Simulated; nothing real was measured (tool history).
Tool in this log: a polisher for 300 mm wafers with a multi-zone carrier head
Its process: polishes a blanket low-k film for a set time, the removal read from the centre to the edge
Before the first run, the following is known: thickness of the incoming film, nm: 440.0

| run | hour | flow of slurry (ml/min) | pressure of the head's centre zone | pressure of the head's middle zone | pressure of the head's edge zone | abrasive content of the slurry | polishing time (s) | film removed at the wafer's centre (Å) | film removed at mid-radius (Å) | film removed at the wafer's edge (Å) |
|---|---|---|---|---|---|---|---|---|---|---|
| 1 | 0.0 | 225 | 1.00 | 1.00 | 1.00 | 1.00 | 89 | 405.78 | 396.01 | 406.60 |
| 2 | 4.1 | 225 | 1.00 | 1.00 | 0.93 | 1.00 | 89 | 412.77 | 395.81 | 388.37 |
| 3 | 8.6 | 170 | 1.00 | 1.00 | 0.93 | 1.00 | 89 | 393.89 | 378.47 | 380.24 |
| 4 | 17.5 | 175 | 0.98 | 1.01 | 0.92 | 0.90 | 88 | 368.97 | 365.33 | 361.64 |
| 5 | 22.3 | 180 | 0.96 | 1.02 | 0.91 | 0.80 | 87 | 351.32 | 355.87 | 344.14 |
| 6 | 29.7 | 180 | 0.94 | 1.02 | 0.90 | 0.75 | 87 | 330.99 | 353.65 | 336.57 |
| 7 | 37.2 | 180 | 0.94 | 1.02 | 0.90 | 0.75 | 87 | 325.96 | 354.12 | 341.50 |

The next listed run, before its measurement:
| 8 | 38.7 | 180 | 0.94 | 1.02 | 0.89 | 0.70 | 87 | ? | ? | ? |

{"run 8": {"film removed at the wafer's centre (Å)": 327.2, "film removed at mid-radius (Å)": 342.24, "film removed at the wafer's edge (Å)": 330.35}}
